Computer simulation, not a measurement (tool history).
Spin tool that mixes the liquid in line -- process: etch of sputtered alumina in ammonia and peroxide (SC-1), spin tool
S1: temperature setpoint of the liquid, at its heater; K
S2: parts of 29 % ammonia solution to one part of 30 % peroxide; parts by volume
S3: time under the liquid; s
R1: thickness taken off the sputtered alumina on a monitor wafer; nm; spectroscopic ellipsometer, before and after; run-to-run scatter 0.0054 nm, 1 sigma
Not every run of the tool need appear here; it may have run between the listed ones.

run  hour      S1    S2  S3      R1
  1   0.0  328.15  0.95  20  1.8298
  2   4.8  325.15  0.95  20  1.5695
  3  11.4  322.65  0.95  20  1.3728
  4  12.0  322.65  0.80  20  1.3543
  5  17.3  321.15  0.80  20  1.2452
  6  22.6  323.65  0.80  20  1.4354

What does the tool deliver on the next run?
  7  23.1  323.65  0.80  20   ?

R1: 1.4156 nm

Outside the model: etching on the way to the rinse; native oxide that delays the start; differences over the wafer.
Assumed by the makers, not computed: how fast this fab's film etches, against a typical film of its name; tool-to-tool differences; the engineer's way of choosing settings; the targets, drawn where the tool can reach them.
